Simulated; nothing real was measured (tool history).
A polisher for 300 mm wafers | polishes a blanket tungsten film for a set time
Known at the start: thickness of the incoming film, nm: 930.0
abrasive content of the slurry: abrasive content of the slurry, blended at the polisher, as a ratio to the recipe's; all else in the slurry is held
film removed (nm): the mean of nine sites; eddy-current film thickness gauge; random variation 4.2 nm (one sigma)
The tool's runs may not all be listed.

run,hour,flow of slurry (ml/min),pressure of the wafer on the pad (kPa),speed of the pad under the wafer (cm/s),abrasive content of the slurry,polishing time (s),film removed (nm)
1,0.0,120,28.3,128,1.00,37,262.93
2,8.3,135,28.3,128,1.00,37,274.90
3,12.9,140,29.0,128,1.00,37,286.01
4,18.2,140,29.0,128,0.85,37,273.10
5,23.3,140,29.0,128,0.85,33,240.32
6,27.8,145,30.3,128,0.85,33,252.90
7,29.1,145,31.7,128,0.85,33,263.15
8,34.9,155,39.3,132,0.85,33,320.45
9,35.8,155,40.0,134,0.85,33,327.48

The next listed run, before its measurement:
10,38.1,165,43.4,136,0.85,33,?

Run 10 gave film removed (nm) 359.68.

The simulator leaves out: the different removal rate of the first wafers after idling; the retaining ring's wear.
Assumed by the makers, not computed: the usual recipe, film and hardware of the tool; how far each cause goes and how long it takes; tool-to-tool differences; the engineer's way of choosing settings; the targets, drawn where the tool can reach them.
